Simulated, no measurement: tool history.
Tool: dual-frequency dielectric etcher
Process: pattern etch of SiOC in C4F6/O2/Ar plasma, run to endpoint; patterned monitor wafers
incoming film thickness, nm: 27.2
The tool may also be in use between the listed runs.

run,hour,bias power (W),source power (W),endpoint time (s)
1,0,630,390,7.8364
2,3.5,587,360,8.356
3,7.8,587,410,7.9645
4,12.6,668,410,7.413
5,21.6,619,390,7.9057
6,25.4,578,370,8.2768
7,27.2,543,350,8.6947
8,30,515,340,9.1085
9,34.4,493,340,9.4143
10,34.9,476,340,9.4505
11,43.6,460,340,9.6862
12,46.3,377,310,10.997
13,55.3,384,310,10.853

The next listed run, before its measurement:
14,55.9,389,310,?

Run 14 gave endpoint time (s) 10.925.
